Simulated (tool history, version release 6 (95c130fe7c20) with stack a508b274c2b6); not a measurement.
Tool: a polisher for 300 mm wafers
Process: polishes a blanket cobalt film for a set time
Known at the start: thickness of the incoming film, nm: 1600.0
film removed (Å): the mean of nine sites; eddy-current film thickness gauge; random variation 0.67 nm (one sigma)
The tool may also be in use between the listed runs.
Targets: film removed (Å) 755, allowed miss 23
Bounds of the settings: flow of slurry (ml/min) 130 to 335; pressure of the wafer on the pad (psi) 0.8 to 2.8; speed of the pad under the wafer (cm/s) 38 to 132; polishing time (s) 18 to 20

run  hour  flow of slurry (ml/min)  pressure of the wafer on the pad (psi)  speed of the pad under the wafer (cm/s)  polishing time (s)  film removed (Å)
  1     0                      215                                     1.8                                       84                  20            640.68
  2   6.9                      170                                     1.8                                       84                  20            619.81
  3  13.9                      170                                     1.8                                       96                  20            687.18
  4  16.5                      180                                     1.8                                       96                  20            698.29
  5  17.5                      185                                     1.8                                       96                  20            711.03
  6  26.3                      150                                     1.8                                       96                  20            677.49
  7  29.6                      160                                     1.8                                       96                  20             687.6
  8  33.9                      170                                     1.8                                       96                  20            696.54
  9  39.3                      180                                     1.8                                       96                  20            691.97

Which of these 4 next moves meets every target?
  A  44.7                      220                                     1.9                                       92                  18                 ?
  B  44.7                      205                                     1.9                                       86                  18                 ?
  C  44.7                      155                                     2.3                                       86                  19                 ?
  D  44.7                      200                                     1.8                                      102                  19                 ?

move  film removed (Å)
   A            653.04
   B            611.63
   C            741.94
   D            703.95
A: further off than the last run
B: further off than the last run
C: meets every target
D: nearer than the last run, and not there yet
Answer: C

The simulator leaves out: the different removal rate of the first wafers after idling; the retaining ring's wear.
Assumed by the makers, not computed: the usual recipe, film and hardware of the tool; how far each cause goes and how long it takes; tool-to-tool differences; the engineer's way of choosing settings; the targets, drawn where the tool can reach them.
